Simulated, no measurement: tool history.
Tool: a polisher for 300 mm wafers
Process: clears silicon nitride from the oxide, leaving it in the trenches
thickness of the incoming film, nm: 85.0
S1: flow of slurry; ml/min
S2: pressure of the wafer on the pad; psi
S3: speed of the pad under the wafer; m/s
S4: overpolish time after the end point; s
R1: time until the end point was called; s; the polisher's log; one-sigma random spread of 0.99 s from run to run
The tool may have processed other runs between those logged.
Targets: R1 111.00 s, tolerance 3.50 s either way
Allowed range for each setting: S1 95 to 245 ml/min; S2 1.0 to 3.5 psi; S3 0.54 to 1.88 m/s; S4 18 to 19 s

run	hour	S1	S2	S3	S4	R1
1	0.0	155	2.2	1.20	18	144.51
2	8.3	160	2.3	1.20	18	139.38
3	11.0	160	2.4	1.20	18	133.72
4	20.0	160	2.5	1.20	18	131.06
5	26.4	165	2.6	1.20	18	125.65
6	27.7	195	2.6	1.20	18	124.24
7	32.4	195	2.7	1.20	18	121.08
8	39.9	195	2.8	1.20	18	117.59

Which of these 5 next moves meets every target?
A	47.4	125	2.6	1.58	19	?
B	47.4	190	3.0	1.32	19	?
C	47.4	230	2.7	1.40	19	?
D	47.4	190	3.0	1.20	18	?
E	47.4	185	2.9	1.34	18	?

move	R1
A	101.01
B	102.23
C	102.33
D	112.15
E	103.71
A: pushes the last run's worst result past its target
B: pushes the last run's worst result past its target
C: pushes the last run's worst result past its target
D: all results land within tolerance of their targets
E: pushes the last run's worst result past its target
The move that meets every target is D.
